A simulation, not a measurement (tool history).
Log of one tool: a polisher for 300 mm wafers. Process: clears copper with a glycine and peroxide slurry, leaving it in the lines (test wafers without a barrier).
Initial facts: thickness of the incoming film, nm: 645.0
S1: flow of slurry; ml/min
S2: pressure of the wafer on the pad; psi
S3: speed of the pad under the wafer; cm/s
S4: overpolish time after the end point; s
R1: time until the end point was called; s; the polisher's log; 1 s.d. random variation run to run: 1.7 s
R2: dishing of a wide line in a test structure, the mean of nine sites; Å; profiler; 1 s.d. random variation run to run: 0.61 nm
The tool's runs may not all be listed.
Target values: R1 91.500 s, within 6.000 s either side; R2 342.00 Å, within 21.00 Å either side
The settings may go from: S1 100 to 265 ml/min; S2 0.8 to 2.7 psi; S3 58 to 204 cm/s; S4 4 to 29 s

run	hour	S1	S2	S3	S4	R1	R2
1	0.0	170	1.7	130	15	118.110	345.51
2	1.1	170	1.5	130	15	130.700	335.87
3	7.9	125	1.5	130	15	137.410	327.22
4	10.6	125	1.5	158	15	117.290	340.43
5	12.4	125	1.6	160	14	111.030	332.31
6	16.8	125	1.2	160	14	135.800	302.00
7	19.6	125	1.2	160	14	134.980	310.40
8	21.6	125	1.4	162	14	119.410	325.33

Which of these 4 next moves meets every target?
A	23.6	140	1.9	158	12	?	?
B	23.6	125	1.2	134	18	?	?
C	23.6	105	1.2	174	13	?	?
D	23.6	120	0.9	150	15	?	?

move	R1	R2
A	92.281	322.28
B	154.630	316.43
C	132.970	283.53
D	176.930	268.36
A: each result inside its tolerance
B: its largest miss is bigger than the last run's
C: its largest miss is bigger than the last run's
D: its largest miss is bigger than the last run's
Correct choice: A, which meets every target
